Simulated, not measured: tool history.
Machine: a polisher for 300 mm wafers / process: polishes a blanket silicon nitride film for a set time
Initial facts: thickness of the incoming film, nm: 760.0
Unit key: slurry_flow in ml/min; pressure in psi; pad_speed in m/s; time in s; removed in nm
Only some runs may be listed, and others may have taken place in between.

run,hour,slurry_flow,pressure,pad_speed,time,removed
1,0.0,130,2.9,1.08,99,179.84
2,1.1,130,2.9,1.08,103,189.03
3,7.8,145,3.0,1.08,103,198.93
4,10.9,150,3.1,1.08,103,207.00
5,11.9,150,3.1,1.34,103,242.47
6,19.9,145,3.0,1.34,103,233.24

Forecast run 7:
7,28.6,140,2.9,1.34,103,?

Logged for run 7: removed 225.44 nm.
